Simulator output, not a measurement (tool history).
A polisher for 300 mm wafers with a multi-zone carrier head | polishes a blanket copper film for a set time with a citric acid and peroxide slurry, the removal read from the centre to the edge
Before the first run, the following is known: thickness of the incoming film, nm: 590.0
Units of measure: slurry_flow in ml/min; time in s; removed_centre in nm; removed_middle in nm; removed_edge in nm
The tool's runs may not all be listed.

run,hour,slurry_flow,centre_zone,middle_zone,edge_zone,slurry_solids,time,removed_centre,removed_middle,removed_edge
1,0.0,250,1.00,1.00,1.00,1.00,76,245.06,239.90,238.20
2,2.1,255,1.00,1.00,1.02,1.05,77,246.74,246.89,250.22
3,9.7,255,1.00,0.92,1.02,1.05,77,250.85,228.94,247.05
4,13.5,215,1.00,0.92,1.02,1.05,77,244.32,225.82,248.15
5,16.0,160,1.00,0.92,1.02,1.05,77,238.67,222.72,240.94
6,18.0,170,1.01,0.93,1.04,1.10,78,247.07,233.90,247.39
7,24.6,205,1.04,0.87,1.14,1.35,95,323.93,273.08,327.43

Forecast run 8:
8,29.7,210,1.04,0.88,1.14,1.35,95,?,?,?

{"run 8": {"removed_centre": 327.27, "removed_middle": 283.25, "removed_edge": 328.43}}
